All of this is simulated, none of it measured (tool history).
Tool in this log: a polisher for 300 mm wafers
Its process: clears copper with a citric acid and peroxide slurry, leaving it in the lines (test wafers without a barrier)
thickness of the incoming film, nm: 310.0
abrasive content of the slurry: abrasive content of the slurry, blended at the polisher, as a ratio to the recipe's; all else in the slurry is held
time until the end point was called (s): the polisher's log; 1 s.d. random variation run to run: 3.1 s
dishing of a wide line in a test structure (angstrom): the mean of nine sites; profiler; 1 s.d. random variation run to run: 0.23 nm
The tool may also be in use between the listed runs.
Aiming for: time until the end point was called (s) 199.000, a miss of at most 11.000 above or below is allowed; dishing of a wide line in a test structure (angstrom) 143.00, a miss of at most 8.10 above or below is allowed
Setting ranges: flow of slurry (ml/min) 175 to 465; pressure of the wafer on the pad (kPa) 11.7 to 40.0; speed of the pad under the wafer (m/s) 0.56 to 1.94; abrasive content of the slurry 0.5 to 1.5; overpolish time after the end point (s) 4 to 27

run	hour	flow of slurry (ml/min)	pressure of the wafer on the pad (kPa)	speed of the pad under the wafer (m/s)	abrasive content of the slurry	overpolish time after the end point (s)	time until the end point was called (s)	dishing of a wide line in a test structure (angstrom)
1	0.0	295	25.5	1.24	1.0	14	80.916	297.45
2	8.1	295	22.8	1.12	1.0	13	99.380	237.88
3	9.5	295	28.3	1.12	1.0	13	79.558	276.72
4	13.4	295	28.3	1.12	1.0	16	77.488	318.59
5	20.7	295	24.8	1.02	1.0	15	97.938	269.06
6	23.1	295	22.1	0.94	1.0	14	119.000	229.32
7	24.9	295	20.0	0.90	1.0	13	136.000	199.38
8	33.8	295	18.6	0.88	1.0	13	145.330	178.44
9	38.4	295	17.2	0.88	1.0	13	159.620	174.37
10	46.9	295	16.5	0.88	1.0	13	169.910	160.77
11	50.4	295	15.9	0.88	1.0	13	174.630	162.43
12	56.2	295	15.2	0.88	1.0	13	181.570	154.95
13	58.4	295	12.4	0.88	1.0	13	219.600	129.50

Exercise: of the 4 proposed moves below, exactly one satisfies all targets within the stated allowed misses. Which move is it?
A	60.6	425	15.2	0.84	1.2	10	?	?
B	60.6	300	14.5	0.86	0.8	13	?	?
C	60.6	315	15.2	0.80	0.9	11	?	?
D	60.6	305	12.4	0.74	1.2	13	?	?

move	time until the end point was called (s)	dishing of a wide line in a test structure (angstrom)
A	177.940	126.69
B	197.500	144.55
C	197.770	125.60
D	246.210	119.95
A: takes the biggest miss from the last run beyond its target
B: hits every target within its allowed miss
C: the worst result of the last run now meets its target, but another is out of spec
D: moves away from the targets compared with the last run
B meets every target.
